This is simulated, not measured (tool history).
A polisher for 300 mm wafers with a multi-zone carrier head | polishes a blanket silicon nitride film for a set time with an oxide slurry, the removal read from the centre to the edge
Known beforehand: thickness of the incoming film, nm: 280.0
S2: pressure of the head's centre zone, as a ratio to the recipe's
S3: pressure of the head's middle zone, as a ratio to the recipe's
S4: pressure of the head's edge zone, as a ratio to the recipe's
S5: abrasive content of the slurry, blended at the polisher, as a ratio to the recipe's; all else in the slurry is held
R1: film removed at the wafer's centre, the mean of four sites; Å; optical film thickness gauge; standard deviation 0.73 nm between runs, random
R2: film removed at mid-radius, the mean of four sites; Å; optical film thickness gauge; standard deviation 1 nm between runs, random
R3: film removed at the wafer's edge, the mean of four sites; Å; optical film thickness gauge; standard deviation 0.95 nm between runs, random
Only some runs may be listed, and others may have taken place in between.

Run 1, day 0: flow of slurry (ml/min) 165, S2 1, S3 1, S4 1, S5 1, polishing time (s) 84. Result: R1 456.1 Å, R2 465.74 Å, R3 468.96 Å.
Run 2, day 0.138: flow of slurry (ml/min) 165, S2 1, S3 1, S4 1.07, S5 1, polishing time (s) 84. Result: R1 458.52 Å, R2 455.93 Å, R3 477.06 Å.
Run 3, day 0.383: flow of slurry (ml/min) 170, S2 0.99, S3 1.02, S4 1.07, S5 1.05, polishing time (s) 85. Result: R1 476.7 Å, R2 481.48 Å, R3 494.03 Å.
Run 4, day 0.742: flow of slurry (ml/min) 170, S2 0.99, S3 1.02, S4 1.07, S5 0.85, polishing time (s) 85. Result: R1 409.07 Å, R2 412.44 Å, R3 411.77 Å.
Run 5, day 0.862: flow of slurry (ml/min) 170, S2 0.99, S3 1.02, S4 1.07, S5 0.95, polishing time (s) 85. Result: R1 449.78 Å, R2 452.57 Å, R3 449.4 Å.
Run 6, day 0.933: flow of slurry (ml/min) 165, S2 0.98, S3 1.04, S4 1.06, S5 1, polishing time (s) 86. Result: R1 460.1 Å, R2 478.92 Å, R3 475.07 Å.
Run 7, day 1.058: flow of slurry (ml/min) 165, S2 0.97, S3 1.06, S4 1.05, S5 1.05, polishing time (s) 86. Result: R1 463.35 Å, R2 494.22 Å, R3 486 Å.
Run 8, day 1.175: flow of slurry (ml/min) 165, S2 0.97, S3 1.08, S4 1.04, S5 1.1, polishing time (s) 87. Result: R1 484.06 Å, R2 525.13 Å, R3 504.62 Å.
Run 9, day 1.45: flow of slurry (ml/min) 210, S2 0.92, S3 1.18, S4 1.09, S5 1.35, polishing time (s) 91. Result: R1 550.59 Å, R2 669.25 Å, R3 605.3 Å.
Run 10, day 1.771: flow of slurry (ml/min) 210, S2 0.92, S3 1.18, S4 1.09, S5 1.35, polishing time (s) 92. Result: R1 578.75 Å, R2 684.57 Å, R3 629.06 Å.

What will run 11 give?
Run 11, day 2.092: flow of slurry (ml/min) 210, S2 0.91, S3 1.18, S4 1.08, S5 1.35, polishing time (s) 92. Result: R1 ?, R2 ?, R3 ?.

R1: 559.95 Å
R2: 686.8 Å
R3: 624.66 Å
